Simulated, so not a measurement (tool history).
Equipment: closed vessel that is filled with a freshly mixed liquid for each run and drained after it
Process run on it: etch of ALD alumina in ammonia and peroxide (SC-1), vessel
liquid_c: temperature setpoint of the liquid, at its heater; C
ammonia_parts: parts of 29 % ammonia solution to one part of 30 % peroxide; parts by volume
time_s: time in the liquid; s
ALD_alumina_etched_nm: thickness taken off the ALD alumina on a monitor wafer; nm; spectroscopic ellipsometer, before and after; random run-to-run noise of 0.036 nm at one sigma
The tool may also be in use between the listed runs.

run,day,liquid_c,ammonia_parts,time_s,ALD_alumina_etched_nm
1,0,58,0.55,70,6.9473
2,0.358,58,0.7,70,7.0076
3,0.588,56,0.7,70,6.3996
4,0.838,54.5,0.7,70,5.8894
# day 0.879: ammonia flow meter replaced
5,0.879,53.5,0.7,70,5.6388
6,0.929,53.5,0.7,70,5.578
7,1.096,52.5,0.7,70,5.2781
8,1.371,52,0.7,70,5.1959
9,1.7,51.5,0.7,70,5.0518

Expected results for the next run?
10,1.796,51,0.7,70,?

ALD_alumina_etched_nm: 4.844 nm

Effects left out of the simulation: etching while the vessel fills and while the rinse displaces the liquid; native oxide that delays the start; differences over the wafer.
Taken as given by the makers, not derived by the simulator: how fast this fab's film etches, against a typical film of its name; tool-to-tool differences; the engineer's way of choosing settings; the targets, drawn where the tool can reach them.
